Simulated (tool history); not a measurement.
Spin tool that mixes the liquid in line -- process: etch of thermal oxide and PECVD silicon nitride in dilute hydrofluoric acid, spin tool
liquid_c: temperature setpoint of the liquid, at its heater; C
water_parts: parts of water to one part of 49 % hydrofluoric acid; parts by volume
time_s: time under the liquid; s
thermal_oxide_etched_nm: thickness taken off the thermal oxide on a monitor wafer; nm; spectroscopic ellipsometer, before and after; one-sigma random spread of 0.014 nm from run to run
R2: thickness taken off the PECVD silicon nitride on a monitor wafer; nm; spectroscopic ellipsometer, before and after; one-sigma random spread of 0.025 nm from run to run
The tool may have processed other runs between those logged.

Run 1, hour 0: liquid_c 21 C, water_parts 290 parts by volume, time_s 180 s. Result: thermal_oxide_etched_nm 1.9699 nm, R2 2.8917 nm.
Run 2, hour 6.6: liquid_c 21 C, water_parts 375 parts by volume, time_s 180 s. Result: thermal_oxide_etched_nm 1.3956 nm, R2 2.2678 nm.
Run 3, hour 12.7: liquid_c 21 C, water_parts 375 parts by volume, time_s 145 s. Result: thermal_oxide_etched_nm 1.131 nm, R2 1.8157 nm.
Run 4, hour 16.6: liquid_c 21.5 C, water_parts 385 parts by volume, time_s 150 s. Result: thermal_oxide_etched_nm 1.1373 nm, R2 1.8792 nm.
Run 5, hour 20: liquid_c 22 C, water_parts 395 parts by volume, time_s 150 s. Result: thermal_oxide_etched_nm 1.1621 nm, R2 1.8867 nm.
Run 6, hour 20.6: liquid_c 19 C, water_parts 395 parts by volume, time_s 150 s. Result: thermal_oxide_etched_nm 1.0155 nm, R2 1.5895 nm.
Run 7, hour 22: liquid_c 20 C, water_parts 405 parts by volume, time_s 155 s. Result: thermal_oxide_etched_nm 1.0593 nm, R2 1.6816 nm.
Run 8, hour 26: liquid_c 20 C, water_parts 405 parts by volume, time_s 155 s. Result: thermal_oxide_etched_nm 1.0582 nm, R2 1.6914 nm.
Run 9, hour 27.8: liquid_c 21 C, water_parts 415 parts by volume, time_s 155 s. Result: thermal_oxide_etched_nm 1.0488 nm, R2 1.7321 nm.
Run 10, hour 33.5: liquid_c 21.5 C, water_parts 425 parts by volume, time_s 160 s. Result: thermal_oxide_etched_nm 1.0922 nm, R2 1.828 nm.
Run 11, hour 39: liquid_c 22 C, water_parts 435 parts by volume, time_s 160 s. Result: thermal_oxide_etched_nm 1.0698 nm, R2 1.8617 nm.
Run 12, hour 45.3: liquid_c 22.5 C, water_parts 445 parts by volume, time_s 160 s. Result: thermal_oxide_etched_nm 1.0412 nm, R2 1.8493 nm.

Run 13, settings as shown, results not yet in. Your forecast:
Run 13, hour 54.3: liquid_c 23 C, water_parts 450 parts by volume, time_s 160 s. Result: thermal_oxide_etched_nm ?, R2 ?.

For run 13 the tool returned thermal_oxide_etched_nm 1.0596 nm, R2 1.9188 nm.

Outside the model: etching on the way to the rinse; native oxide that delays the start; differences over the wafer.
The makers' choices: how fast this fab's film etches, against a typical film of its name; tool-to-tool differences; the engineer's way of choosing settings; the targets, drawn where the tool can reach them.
